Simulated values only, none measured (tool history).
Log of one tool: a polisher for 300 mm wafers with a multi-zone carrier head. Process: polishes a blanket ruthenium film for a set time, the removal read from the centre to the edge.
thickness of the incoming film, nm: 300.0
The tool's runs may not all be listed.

run  hour  flow of slurry (ml/min)  pressure of the head's centre zone  pressure of the head's middle zone  pressure of the head's edge zone  polishing time (s)  film removed at the wafer's centre (Å)  film removed at mid-radius (Å)  film removed at the wafer's edge (Å)
  1     0                      170                                   1                                   1                                 1                  61                                  957.59                          922.85                                925.75
  2   3.5                      170                                   1                                   1                              1.03                  61                                  948.53                          934.75                                952.35
  3  10.5                      195                                   1                                   1                              1.03                  61                                  981.27                          964.65                                985.74
  4  12.4                      175                                0.96                                1.03                              1.01                  61                                  917.56                          958.31                                932.32
  5  15.8                      160                                0.93                                1.05                                 1                  61                                  867.03                           957.4                                929.73
  6  20.1                      150                                0.91                                1.07                              0.97                  61                                  843.31                          953.02                                903.96

Run 7 comes next. What will it give?
  7  20.9                      140                                 0.9                                1.08                              0.95                  61                                       ?                               ?                                     ?

{"run 7": {"film removed at the wafer's centre (Å)": 818.26, "film removed at mid-radius (Å)": 963.48, "film removed at the wafer's edge (Å)": 875.01}}
